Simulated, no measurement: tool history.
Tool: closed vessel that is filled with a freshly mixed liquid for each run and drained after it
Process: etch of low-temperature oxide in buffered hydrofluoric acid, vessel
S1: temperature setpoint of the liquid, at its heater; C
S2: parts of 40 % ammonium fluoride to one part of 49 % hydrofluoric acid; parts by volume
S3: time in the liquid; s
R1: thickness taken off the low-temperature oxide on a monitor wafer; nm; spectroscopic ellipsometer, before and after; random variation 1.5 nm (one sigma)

| run | hour | S1 | S2 | S3 | R1 |
|---|---|---|---|---|---|
| 1 | 0.0 | 22.0 | 17.5 | 90 | 124.48 |
| 2 | 2.5 | 22.5 | 17.5 | 90 | 127.26 |
| 3 | 5.2 | 22.5 | 17.5 | 95 | 136.35 |
| 4 | 14.4 | 22.5 | 17.5 | 95 | 135.62 |
| 5 | 23.6 | 22.5 | 14.5 | 95 | 160.60 |
| 6 | 29.2 | 22.5 | 18.5 | 95 | 127.01 |
| 7 | 36.7 | 23.0 | 18.5 | 95 | 131.03 |
| 8 | 41.6 | 23.0 | 18.5 | 95 | 130.87 |

Run 9 comes next. What will it give?
| 9 | 45.8 | 27.0 | 18.0 | 95 | ? |

R1: 165.47 nm
